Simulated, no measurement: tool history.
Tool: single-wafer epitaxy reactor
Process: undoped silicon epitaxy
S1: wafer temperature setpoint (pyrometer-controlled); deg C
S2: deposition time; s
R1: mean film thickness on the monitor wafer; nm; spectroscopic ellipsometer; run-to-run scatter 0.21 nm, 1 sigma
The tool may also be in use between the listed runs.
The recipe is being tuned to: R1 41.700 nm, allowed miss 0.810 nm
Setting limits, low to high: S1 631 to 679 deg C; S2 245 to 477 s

| run | hour | S1 | S2 | R1 |
|---|---|---|---|---|
| 1 | 0.0 | 655 | 361 | 72.284 |
| 2 | 1.8 | 655 | 399 | 79.633 |
| 3 | 4.7 | 651 | 399 | 72.428 |
| 4 | 5.5 | 647 | 391 | 64.618 |
| 5 | 10.4 | 644 | 386 | 58.985 |
| 6 | 16.1 | 644 | 347 | 52.877 |
| 7 | 22.5 | 642 | 347 | 50.889 |
| 8 | 30.2 | 631 | 346 | 37.684 |
| 9 | 38.4 | 632 | 346 | 38.953 |
| 10 | 46.2 | 633 | 346 | 40.203 |

4 next moves are on the table. One of them brings every result within its allowed miss. Which?
| A | 54.0 | 640 | 302 | ? |
| B | 54.0 | 633 | 337 | ? |
| C | 54.0 | 635 | 332 | ? |
| D | 54.0 | 631 | 355 | ? |

| move | R1 |
|---|---|
| A | 42.010 |
| B | 39.152 |
| C | 40.621 |
| D | 39.152 |
A: all results in spec
B: its largest miss is bigger than the last run's
C: nearer the targets than the last run, but a result is still out of spec
D: its largest miss is bigger than the last run's
The right move is A.

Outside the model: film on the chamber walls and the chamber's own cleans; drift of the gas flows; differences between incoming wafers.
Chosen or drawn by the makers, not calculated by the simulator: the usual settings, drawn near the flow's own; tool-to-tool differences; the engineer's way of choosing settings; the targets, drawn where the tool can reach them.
